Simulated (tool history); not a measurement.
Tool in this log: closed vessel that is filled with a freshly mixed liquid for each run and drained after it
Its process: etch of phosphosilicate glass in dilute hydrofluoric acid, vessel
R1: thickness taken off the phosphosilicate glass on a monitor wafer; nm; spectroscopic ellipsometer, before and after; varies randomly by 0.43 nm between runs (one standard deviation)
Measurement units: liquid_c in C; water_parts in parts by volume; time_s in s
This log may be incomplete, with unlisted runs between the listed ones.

{"run": 1, "hour": 0.0, "liquid_c": 25.0, "water_parts": 80, "time_s": 100, "R1": 163.53}
{"run": 2, "hour": 1.7, "liquid_c": 25.0, "water_parts": 70, "time_s": 100, "R1": 190.7}
{"run": 3, "hour": 3.8, "liquid_c": 25.0, "water_parts": 45, "time_s": 100, "R1": 306.06}
{"run": 4, "hour": 10.6, "liquid_c": 22.5, "water_parts": 55, "time_s": 100, "R1": 220.51}
{"run": 5, "hour": 13.5, "liquid_c": 20.5, "water_parts": 60, "time_s": 100, "R1": 187.32}
{"run": 6, "hour": 15.7, "liquid_c": 20.5, "water_parts": 75, "time_s": 100, "R1": 146.57}
{"run": 7, "hour": 23.9, "liquid_c": 19.5, "water_parts": 75, "time_s": 100, "R1": 140.26}
{"run": 8, "hour": 26.4, "liquid_c": 18.5, "water_parts": 75, "time_s": 100, "R1": 133.55}
{"run": 9, "hour": 35.6, "liquid_c": 18.0, "water_parts": 75, "time_s": 100, "R1": 132.19}

Run 10, settings as shown, results not yet in. Your forecast:
{"run": 10, "hour": 43.7, "liquid_c": 18.0, "water_parts": 75, "time_s": 100, "R1": "?"}

Run 10 yielded R1 131.43 nm.
